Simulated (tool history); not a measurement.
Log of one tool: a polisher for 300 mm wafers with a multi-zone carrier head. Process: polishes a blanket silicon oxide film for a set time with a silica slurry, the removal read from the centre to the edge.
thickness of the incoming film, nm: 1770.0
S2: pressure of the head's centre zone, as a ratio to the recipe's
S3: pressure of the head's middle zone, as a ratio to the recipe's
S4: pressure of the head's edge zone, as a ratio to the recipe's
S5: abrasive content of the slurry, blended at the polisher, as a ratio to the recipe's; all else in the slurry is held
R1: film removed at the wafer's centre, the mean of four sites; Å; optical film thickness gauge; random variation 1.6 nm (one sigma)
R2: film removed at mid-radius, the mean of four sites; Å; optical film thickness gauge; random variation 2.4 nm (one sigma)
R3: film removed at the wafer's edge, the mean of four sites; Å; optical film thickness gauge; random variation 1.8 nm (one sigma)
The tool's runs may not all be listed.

{"run": 1, "hour": 0.0, "flow of slurry (ml/min)": 275, "S2": 1.0, "S3": 1.0, "S4": 1.0, "S5": 1.0, "polishing time (s)": 39, "R1": 1301.8, "R2": 1266.5, "R3": 1262.4}
{"run": 2, "hour": 8.4, "flow of slurry (ml/min)": 275, "S2": 1.0, "S3": 1.0, "S4": 0.92, "S5": 1.0, "polishing time (s)": 39, "R1": 1297.5, "R2": 1277.0, "R3": 1227.4}
{"run": 3, "hour": 17.0, "flow of slurry (ml/min)": 275, "S2": 1.0, "S3": 1.0, "S4": 0.95, "S5": 1.0, "polishing time (s)": 39, "R1": 1304.2, "R2": 1278.6, "R3": 1284.4}
{"run": 4, "hour": 20.6, "flow of slurry (ml/min)": 275, "S2": 1.0, "S3": 1.02, "S4": 0.96, "S5": 1.1, "polishing time (s)": 39, "R1": 1370.3, "R2": 1359.7, "R3": 1301.7}
{"run": 5, "hour": 28.5, "flow of slurry (ml/min)": 275, "S2": 0.99, "S3": 1.03, "S4": 0.98, "S5": 1.2, "polishing time (s)": 40, "R1": 1425.8, "R2": 1439.8, "R3": 1404.7}
{"run": 6, "hour": 34.0, "flow of slurry (ml/min)": 340, "S2": 0.99, "S3": 1.03, "S4": 0.98, "S5": 1.2, "polishing time (s)": 40, "R1": 1461.0, "R2": 1512.1, "R3": 1416.7}
{"run": 7, "hour": 41.0, "flow of slurry (ml/min)": 335, "S2": 0.99, "S3": 1.04, "S4": 0.99, "S5": 1.25, "polishing time (s)": 41, "R1": 1498.6, "R2": 1578.0, "R3": 1477.2}

The next listed run, before its measurement:
{"run": 8, "hour": 44.8, "flow of slurry (ml/min)": 335, "S2": 0.99, "S3": 1.05, "S4": 1.0, "S5": 1.3, "polishing time (s)": 41, "R1": "?", "R2": "?", "R3": "?"}

{"run 8": {"R1": 1517.5, "R2": 1607.7, "R3": 1488.1}}
